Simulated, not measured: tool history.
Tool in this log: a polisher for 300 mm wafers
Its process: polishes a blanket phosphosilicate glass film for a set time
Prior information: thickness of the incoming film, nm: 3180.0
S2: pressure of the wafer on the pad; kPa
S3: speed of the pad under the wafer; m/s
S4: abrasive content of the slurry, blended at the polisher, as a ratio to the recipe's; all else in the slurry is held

Run 1, hour 0: flow of slurry (ml/min) 290, S2 17.2 kPa, S3 1.04 m/s, S4 1, polishing time (s) 28. Result: film removed (Å) 2271.5.
Run 2, hour 6.5: flow of slurry (ml/min) 290, S2 17.9 kPa, S3 1.04 m/s, S4 1, polishing time (s) 28. Result: film removed (Å) 2314.9.
Run 3, hour 9.3: flow of slurry (ml/min) 290, S2 17.9 kPa, S3 0.86 m/s, S4 1, polishing time (s) 28. Result: film removed (Å) 2057.3.
Run 4, hour 14.8: flow of slurry (ml/min) 290, S2 17.9 kPa, S3 0.86 m/s, S4 1, polishing time (s) 28. Result: film removed (Å) 2079.2.
Run 5, hour 17.9: flow of slurry (ml/min) 290, S2 18.6 kPa, S3 0.86 m/s, S4 1, polishing time (s) 28. Result: film removed (Å) 2157.2.
Run 6, hour 19.5: flow of slurry (ml/min) 290, S2 18.6 kPa, S3 0.86 m/s, S4 1.2, polishing time (s) 28. Result: film removed (Å) 2305.4.

The next listed run, before its measurement:
Run 7, hour 24: flow of slurry (ml/min) 310, S2 23.4 kPa, S3 0.86 m/s, S4 1.2, polishing time (s) 28. Result: film removed (Å) ?.

{"run 7": {"film removed (Å)": 2785.1}}
